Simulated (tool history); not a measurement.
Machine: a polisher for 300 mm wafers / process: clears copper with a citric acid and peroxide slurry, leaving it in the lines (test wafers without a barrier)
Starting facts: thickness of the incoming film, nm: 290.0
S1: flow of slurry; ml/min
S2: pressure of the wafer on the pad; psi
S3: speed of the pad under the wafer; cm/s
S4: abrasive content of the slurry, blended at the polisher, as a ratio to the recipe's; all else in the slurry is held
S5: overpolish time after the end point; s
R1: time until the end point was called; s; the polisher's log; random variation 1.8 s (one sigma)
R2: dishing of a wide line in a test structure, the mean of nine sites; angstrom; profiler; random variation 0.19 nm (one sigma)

Run 1, hour 0: S1 235 ml/min, S2 3.8 psi, S3 134 cm/s, S4 1, S5 11 s. Result: R1 93.374 s, R2 143.48 angstrom.
Run 2, hour 1.6: S1 235 ml/min, S2 3.7 psi, S3 134 cm/s, S4 1, S5 11 s. Result: R1 94.678 s, R2 142.4 angstrom.
Run 3, hour 2.6: S1 235 ml/min, S2 3.7 psi, S3 134 cm/s, S4 1, S5 15 s. Result: R1 92.851 s, R2 168.95 angstrom.
Run 4, hour 4.3: S1 255 ml/min, S2 3.7 psi, S3 134 cm/s, S4 1, S5 15 s. Result: R1 92.18 s, R2 165.56 angstrom.
At hour 9.2: head pressure recalibrated.
Run 5, hour 9.2: S1 255 ml/min, S2 3.4 psi, S3 134 cm/s, S4 1, S5 15 s. Result: R1 92.421 s, R2 164.04 angstrom.
Run 6, hour 12.6: S1 255 ml/min, S2 4.3 psi, S3 134 cm/s, S4 1, S5 15 s. Result: R1 74.057 s, R2 180.57 angstrom.
Run 7, hour 15.1: S1 255 ml/min, S2 4.1 psi, S3 134 cm/s, S4 1, S5 14 s. Result: R1 78.421 s, R2 174 angstrom.
Run 8, hour 21.4: S1 250 ml/min, S2 4 psi, S3 134 cm/s, S4 1, S5 13 s. Result: R1 79.766 s, R2 166.65 angstrom.
Run 9, hour 26.9: S1 240 ml/min, S2 3.9 psi, S3 134 cm/s, S4 1, S5 12 s. Result: R1 83.38 s, R2 158.54 angstrom.
Run 10, hour 30.5: S1 235 ml/min, S2 3.8 psi, S3 134 cm/s, S4 1, S5 12 s. Result: R1 86.79 s, R2 154.47 angstrom.

Forecast run 11:
Run 11, hour 36: S1 235 ml/min, S2 3.6 psi, S3 134 cm/s, S4 1, S5 12 s. Result: R1 ?, R2 ?.

R1: 89.422 s
R2: 152.74 angstrom
